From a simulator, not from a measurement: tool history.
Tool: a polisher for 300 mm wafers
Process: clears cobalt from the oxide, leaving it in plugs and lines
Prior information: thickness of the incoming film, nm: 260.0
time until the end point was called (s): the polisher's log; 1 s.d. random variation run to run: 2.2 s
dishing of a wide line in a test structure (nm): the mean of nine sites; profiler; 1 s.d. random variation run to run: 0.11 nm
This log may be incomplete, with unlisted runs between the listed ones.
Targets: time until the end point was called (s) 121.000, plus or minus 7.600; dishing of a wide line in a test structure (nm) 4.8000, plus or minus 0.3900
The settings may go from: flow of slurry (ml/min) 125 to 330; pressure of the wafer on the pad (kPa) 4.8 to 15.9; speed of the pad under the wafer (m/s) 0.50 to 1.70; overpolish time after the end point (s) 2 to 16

run	day	flow of slurry (ml/min)	pressure of the wafer on the pad (kPa)	speed of the pad under the wafer (m/s)	overpolish time after the end point (s)	time until the end point was called (s)	dishing of a wide line in a test structure (nm)
1	0.000	210	10.3	1.10	8	79.632	22.1770
2	0.042	210	12.4	1.10	8	69.375	25.4900
3	0.421	205	10.3	1.04	6	87.233	18.0280
4	0.629	180	10.3	1.04	6	88.480	16.7880
5	0.654	165	9.0	1.04	5	97.606	13.2510
6	0.954	155	7.6	1.04	4	115.900	9.5465
7	1.183	145	6.9	1.10	3	117.710	7.4833
8	1.279	140	6.2	1.16	3	122.730	7.0238
9	1.492	135	5.5	1.22	3	133.620	6.6265
10	1.862	130	5.5	1.28	3	126.250	6.8534
11	2.133	130	5.5	1.30	3	124.170	7.0300
12	2.271	125	4.8	1.30	2	132.310	4.4219

Which one of the following 4 next-run settings gets every result inside its allowed miss? There is exactly one.
A	2.408	125	5.5	1.14	3	?	?
B	2.408	125	4.8	1.18	2	?	?
C	2.408	125	4.8	1.22	2	?	?
D	2.408	130	4.8	1.44	2	?	?

move	time until the end point was called (s)	dishing of a wide line in a test structure (nm)
A	137.090	6.1523
B	146.800	3.9164
C	142.460	4.0309
D	122.100	4.6727
A: misses by more than the last run did
B: misses by more than the last run did
C: misses by more than the last run did
D: hits every target within its allowed miss
Go with D: it meets all targets.
